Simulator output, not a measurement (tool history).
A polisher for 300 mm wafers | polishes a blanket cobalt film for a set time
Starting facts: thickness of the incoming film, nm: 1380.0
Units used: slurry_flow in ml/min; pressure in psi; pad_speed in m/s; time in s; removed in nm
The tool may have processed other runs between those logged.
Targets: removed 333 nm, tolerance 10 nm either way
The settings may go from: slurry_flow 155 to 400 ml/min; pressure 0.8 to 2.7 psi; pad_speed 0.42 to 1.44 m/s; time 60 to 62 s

run,hour,slurry_flow,pressure,pad_speed,time,removed
1,0,255,1.7,0.92,60,238.73
2,6.4,255,1.8,0.92,60,249.58
3,10.1,255,1.8,0.78,60,213.57
4,15.9,255,2,0.78,60,227.35
5,23.6,255,2.2,0.8,60,243.73
6,26.8,285,2.2,0.8,60,248.96
7,34.5,285,2.3,0.82,60,259.71
8,38.4,285,2.4,0.84,60,280.58
9,41.5,285,2.5,0.86,60,287.32
10,44.8,285,2.5,0.88,60,294.98
11,46.3,285,2.5,0.9,60,302.57
# hour 53.1: slurry nozzle cleaned
12,53.1,285,2.6,0.92,60,320.72

Exercise: of the 5 proposed moves below, exactly one satisfies all targets within the stated allowed misses. Which move is it?
A,59.9,285,2.1,0.94,62,?
B,59.9,270,2.5,0.94,62,?
C,59.9,325,2.2,0.98,60,?
D,59.9,275,2.5,0.9,60,?
E,59.9,245,2.5,0.88,62,?

move,removed
A,294.64
B,329.99
C,308.53
D,306.5
E,307.67
A: misses by more than the last run did
B: meets every target
C: misses by more than the last run did
D: misses by more than the last run did
E: misses by more than the last run did
B is the move that brings every result within its allowed miss.
